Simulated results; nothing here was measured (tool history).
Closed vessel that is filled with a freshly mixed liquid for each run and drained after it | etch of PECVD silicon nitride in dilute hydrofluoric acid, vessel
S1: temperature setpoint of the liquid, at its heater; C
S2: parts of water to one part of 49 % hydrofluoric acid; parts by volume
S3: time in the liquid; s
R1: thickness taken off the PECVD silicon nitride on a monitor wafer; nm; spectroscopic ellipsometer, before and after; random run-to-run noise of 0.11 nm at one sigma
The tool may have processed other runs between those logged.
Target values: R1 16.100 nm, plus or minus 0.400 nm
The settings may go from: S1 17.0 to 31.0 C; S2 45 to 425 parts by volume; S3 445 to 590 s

run,hour,S1,S2,S3,R1
1,0.0,23.0,235,590,12.975
2,3.2,24.0,235,590,13.995
3,8.8,22.0,235,590,12.251
4,9.6,20.0,235,590,10.717
5,11.0,21.5,235,590,11.836
6,18.5,22.5,235,590,12.567
7,23.7,23.5,235,590,13.412
8,29.7,24.0,235,590,13.883
9,32.7,24.5,235,590,14.298
10,35.7,25.0,235,590,14.746
11,40.5,25.5,235,590,15.026
12,47.8,26.0,235,590,15.775

Exercise: of the 4 proposed moves below, exactly one satisfies all targets within the stated allowed misses. Which move is it?
A,55.1,28.0,260,570,?
B,55.1,25.0,185,460,?
C,55.1,23.0,145,455,?
D,55.1,27.5,250,555,?

move,R1
A,15.355
B,14.508
C,16.065
D,15.099
A: misses by more than the last run did
B: misses by more than the last run did
C: in spec on every target
D: misses by more than the last run did
Move C is the one to make.
